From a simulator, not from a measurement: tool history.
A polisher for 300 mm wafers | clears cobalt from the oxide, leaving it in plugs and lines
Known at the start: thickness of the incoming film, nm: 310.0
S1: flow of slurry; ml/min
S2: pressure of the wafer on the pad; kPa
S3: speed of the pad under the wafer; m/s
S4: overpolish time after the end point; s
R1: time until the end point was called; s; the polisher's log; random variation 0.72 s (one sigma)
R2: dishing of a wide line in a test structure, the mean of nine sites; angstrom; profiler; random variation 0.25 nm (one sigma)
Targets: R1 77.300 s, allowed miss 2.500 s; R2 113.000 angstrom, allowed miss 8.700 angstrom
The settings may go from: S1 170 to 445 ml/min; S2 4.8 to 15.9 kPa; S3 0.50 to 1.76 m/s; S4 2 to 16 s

{"run": 1, "hour": 0.0, "S1": 285, "S2": 10.3, "S3": 1.12, "S4": 8, "R1": 71.205, "R2": 279.15}
{"run": 2, "hour": 3.1, "S1": 285, "S2": 10.3, "S3": 1.12, "S4": 10, "R1": 70.153, "R2": 341.57}
{"run": 3, "hour": 8.0, "S1": 285, "S2": 10.3, "S3": 1.12, "S4": 7, "R1": 70.082, "R2": 256.31}
{"run": 4, "hour": 13.3, "S1": 285, "S2": 9.7, "S3": 1.12, "S4": 5, "R1": 74.289, "R2": 179.76}
{"run": 5, "hour": 22.2, "S1": 285, "S2": 9.7, "S3": 1.0, "S4": 5, "R1": 83.652, "R2": 166.85}
{"run": 6, "hour": 25.4, "S1": 285, "S2": 9.7, "S3": 1.1, "S4": 5, "R1": 75.864, "R2": 180.06}
{"run": 7, "hour": 27.2, "S1": 285, "S2": 9.0, "S3": 1.14, "S4": 4, "R1": 78.622, "R2": 138.89}
{"run": 8, "hour": 33.6, "S1": 285, "S2": 9.0, "S3": 1.18, "S4": 2, "R1": 76.015, "R2": 77.868}
{"run": 9, "hour": 36.5, "S1": 285, "S2": 9.0, "S3": 1.16, "S4": 2, "R1": 77.641, "R2": 77.423}
{"run": 10, "hour": 39.1, "S1": 285, "S2": 9.0, "S3": 1.14, "S4": 2, "R1": 79.675, "R2": 77.335}
{"run": 11, "hour": 44.0, "S1": 285, "S2": 9.0, "S3": 1.12, "S4": 2, "R1": 82.217, "R2": 74.833}
{"run": 12, "hour": 50.4, "S1": 285, "S2": 9.0, "S3": 1.12, "S4": 3, "R1": 79.589, "R2": 107.98}

5 next moves are on the table. One of them brings every result within its allowed miss. Which?
{"run": "A", "hour": 56.8, "S1": 260, "S2": 7.6, "S3": 1.3, "S4": 3, "R1": "?", "R2": "?"}
{"run": "B", "hour": 56.8, "S1": 300, "S2": 9.0, "S3": 1.08, "S4": 3, "R1": "?", "R2": "?"}
{"run": "C", "hour": 56.8, "S1": 230, "S2": 8.3, "S3": 1.3, "S4": 3, "R1": "?", "R2": "?"}
{"run": "D", "hour": 56.8, "S1": 315, "S2": 11.0, "S3": 0.88, "S4": 3, "R1": "?", "R2": "?"}
{"run": "E", "hour": 56.8, "S1": 310, "S2": 6.9, "S3": 1.36, "S4": 3, "R1": "?", "R2": "?"}

move=A R1=81.859 R2=105.110
move=B R1=82.507 R2=104.340
move=C R1=76.481 R2=111.890
move=D R1=81.909 R2=105.050
move=E R1=84.244 R2=102.350
A: further off than the last run
B: further off than the last run
C: meets every target
D: further off than the last run
E: further off than the last run
Move C is the one to make.
